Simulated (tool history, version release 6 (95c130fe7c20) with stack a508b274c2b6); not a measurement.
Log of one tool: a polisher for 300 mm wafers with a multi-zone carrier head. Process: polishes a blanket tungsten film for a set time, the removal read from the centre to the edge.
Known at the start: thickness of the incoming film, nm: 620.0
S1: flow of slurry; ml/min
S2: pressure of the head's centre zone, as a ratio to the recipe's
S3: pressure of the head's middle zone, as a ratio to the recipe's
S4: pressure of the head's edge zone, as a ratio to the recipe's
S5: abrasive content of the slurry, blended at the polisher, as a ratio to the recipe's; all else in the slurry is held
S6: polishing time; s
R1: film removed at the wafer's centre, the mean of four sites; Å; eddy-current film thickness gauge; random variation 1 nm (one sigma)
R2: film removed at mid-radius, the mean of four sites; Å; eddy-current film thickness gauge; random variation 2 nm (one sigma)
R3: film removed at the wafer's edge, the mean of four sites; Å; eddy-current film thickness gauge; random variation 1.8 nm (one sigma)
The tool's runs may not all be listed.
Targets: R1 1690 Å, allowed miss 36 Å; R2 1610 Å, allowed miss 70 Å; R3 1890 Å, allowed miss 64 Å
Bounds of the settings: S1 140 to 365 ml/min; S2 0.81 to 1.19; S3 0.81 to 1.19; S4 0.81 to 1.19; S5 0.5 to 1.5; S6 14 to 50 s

Run 1, hour 0: S1 235 ml/min, S2 1, S3 1, S4 1, S5 1, S6 32 s. Result: R1 2171.3 Å, R2 2108.7 Å, R3 2163.5 Å.
Run 2, hour 5.2: S1 235 ml/min, S2 1, S3 1, S4 1, S5 1.1, S6 32 s. Result: R1 2246.7 Å, R2 2225.1 Å, R3 2237.1 Å.
Run 3, hour 6: S1 235 ml/min, S2 1, S3 1, S4 0.94, S5 1.1, S6 32 s. Result: R1 2240.5 Å, R2 2286.9 Å, R3 2230.2 Å.
Run 4, hour 8.8: S1 235 ml/min, S2 0.93, S3 1, S4 0.94, S5 1.1, S6 32 s. Result: R1 2125.3 Å, R2 2199.6 Å, R3 2168 Å.
Run 5, hour 12.5: S1 230 ml/min, S2 0.92, S3 0.99, S4 0.95, S5 1.05, S6 32 s. Result: R1 2063.4 Å, R2 2134.1 Å, R3 2156.9 Å.
Run 6, hour 17: S1 180 ml/min, S2 0.92, S3 0.99, S4 0.95, S5 1.05, S6 32 s. Result: R1 2038.6 Å, R2 2146.2 Å, R3 2096 Å.
Run 7, hour 24.7: S1 180 ml/min, S2 0.91, S3 0.98, S4 0.95, S5 1, S6 32 s. Result: R1 1949.7 Å, R2 2099.9 Å, R3 2108.2 Å.
Run 8, hour 29.9: S1 190 ml/min, S2 0.92, S3 0.97, S4 0.95, S5 0.95, S6 32 s. Result: R1 1973.7 Å, R2 2045.2 Å, R3 2052.3 Å.
Run 9, hour 31.4: S1 190 ml/min, S2 0.91, S3 0.96, S4 0.95, S5 0.9, S6 32 s. Result: R1 1892.4 Å, R2 1928.9 Å, R3 2038.1 Å.
Run 10, hour 37.6: S1 190 ml/min, S2 0.91, S3 0.95, S4 0.94, S5 0.9, S6 32 s. Result: R1 1894.1 Å, R2 1916.4 Å, R3 2022.3 Å.
Run 11, hour 45.9: S1 190 ml/min, S2 0.9, S3 0.94, S4 0.93, S5 0.9, S6 32 s. Result: R1 1894.2 Å, R2 1929.7 Å, R3 1998.4 Å.
Run 12, hour 47.9: S1 190 ml/min, S2 0.89, S3 0.93, S4 0.93, S5 0.9, S6 32 s. Result: R1 1871.7 Å, R2 1955.3 Å, R3 1997.3 Å.
Run 13, hour 56.1: S1 195 ml/min, S2 0.89, S3 0.93, S4 0.94, S5 0.85, S6 32 s. Result: R1 1851.1 Å, R2 1886.2 Å, R3 1954.3 Å.
Run 14, hour 64.7: S1 175 ml/min, S2 0.83, S3 0.83, S4 0.97, S5 0.7, S6 32 s. Result: R1 1636.7 Å, R2 1578.5 Å, R3 1819.2 Å.
Run 15, hour 70.7: S1 180 ml/min, S2 0.83, S3 0.83, S4 0.97, S5 0.7, S6 32 s. Result: R1 1622.4 Å, R2 1572.2 Å, R3 1834.2 Å.
Run 16, hour 71.2: S1 185 ml/min, S2 0.83, S3 0.83, S4 0.97, S5 0.7, S6 32 s. Result: R1 1610.7 Å, R2 1590.9 Å, R3 1836.6 Å.

Which of these 4 next moves meets every target?
Run A, hour 71.7: S1 175 ml/min, S2 0.83, S3 0.81, S4 0.93, S5 0.6, S6 36 s. Result: R1 ?, R2 ?, R3 ?.
Run B, hour 71.7: S1 155 ml/min, S2 0.81, S3 0.81, S4 0.97, S5 0.7, S6 33 s. Result: R1 ?, R2 ?, R3 ?.
Run C, hour 71.7: S1 200 ml/min, S2 0.81, S3 0.88, S4 0.9, S5 0.75, S6 31 s. Result: R1 ?, R2 ?, R3 ?.
Run D, hour 71.7: S1 140 ml/min, S2 0.9, S3 0.82, S4 0.95, S5 0.6, S6 36 s. Result: R1 ?, R2 ?, R3 ?.

move      R1      R2      R3
   A  1678.1  1624.8  1878.9
   B  1598.2  1576.1  1860.2
   C  1581.2  1664.1  1766.8
   D  1740.4  1610.2  1869.6
A: meets every target
B: further off than the last run
C: further off than the last run
D: takes the result that was furthest off past its target
Answer: A
